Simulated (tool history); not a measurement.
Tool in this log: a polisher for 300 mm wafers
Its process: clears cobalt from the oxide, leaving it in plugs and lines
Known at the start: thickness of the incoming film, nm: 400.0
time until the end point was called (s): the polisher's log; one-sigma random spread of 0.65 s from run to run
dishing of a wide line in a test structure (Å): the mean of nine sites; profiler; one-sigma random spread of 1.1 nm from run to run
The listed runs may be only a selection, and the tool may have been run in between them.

| run | hour | flow of slurry (ml/min) | pressure of the wafer on the pad (psi) | speed of the pad under the wafer (cm/s) | overpolish time after the end point (s) | time until the end point was called (s) | dishing of a wide line in a test structure (Å) |
|---|---|---|---|---|---|---|---|
| 1 | 0 | 260 | 2.4 | 122 | 23 | 54.307 | 560.36 |
| 2 | 6.9 | 260 | 2.3 | 122 | 20 | 56.108 | 534.25 |
| 3 | 11.6 | 260 | 2.2 | 122 | 19 | 59.21 | 502.64 |
| 4 | 13.1 | 260 | 2.2 | 122 | 28 | 58.49 | 591.81 |
| 5 | 19.4 | 225 | 2.2 | 122 | 28 | 58.578 | 566.26 |
| 6 | 24.9 | 225 | 2.2 | 122 | 19 | 58.834 | 505.21 |
| 7 | 29.4 | 225 | 2.1 | 122 | 19 | 62.205 | 519.33 |

Run 8 is up next; what results do you expect?
| 8 | 32.8 | 225 | 2.1 | 122 | 18 | ? | ? |

time until the end point was called (s): 61.974
dishing of a wide line in a test structure (Å): 498.89
